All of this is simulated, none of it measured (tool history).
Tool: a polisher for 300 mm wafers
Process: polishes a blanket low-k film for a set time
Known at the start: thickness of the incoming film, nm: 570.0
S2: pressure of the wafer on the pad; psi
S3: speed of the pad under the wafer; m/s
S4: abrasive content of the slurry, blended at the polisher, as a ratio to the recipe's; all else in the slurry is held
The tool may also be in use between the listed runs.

Run 1, hour 0.0: flow of slurry (ml/min) 305, S2 2.3 psi, S3 0.86 m/s, S4 1.0, polishing time (s) 93. Result: film removed (Å) 420.84.
Run 2, hour 3.9: flow of slurry (ml/min) 300, S2 2.1 psi, S3 0.86 m/s, S4 1.0, polishing time (s) 93. Result: film removed (Å) 382.10.
Run 3, hour 12.6: flow of slurry (ml/min) 300, S2 2.1 psi, S3 0.86 m/s, S4 1.0, polishing time (s) 98. Result: film removed (Å) 404.50.
Run 4, hour 15.4: flow of slurry (ml/min) 295, S2 1.9 psi, S3 0.86 m/s, S4 1.0, polishing time (s) 98. Result: film removed (Å) 368.52.
Run 5, hour 17.9: flow of slurry (ml/min) 290, S2 1.8 psi, S3 0.86 m/s, S4 1.0, polishing time (s) 98. Result: film removed (Å) 345.23.
Run 6, hour 23.3: flow of slurry (ml/min) 280, S2 1.7 psi, S3 0.86 m/s, S4 1.0, polishing time (s) 98. Result: film removed (Å) 331.73.

The next listed run, before its measurement:
Run 7, hour 28.7: flow of slurry (ml/min) 275, S2 1.6 psi, S3 0.86 m/s, S4 1.0, polishing time (s) 98. Result: film removed (Å) ?.

Run 7 gave film removed (Å) 308.81.
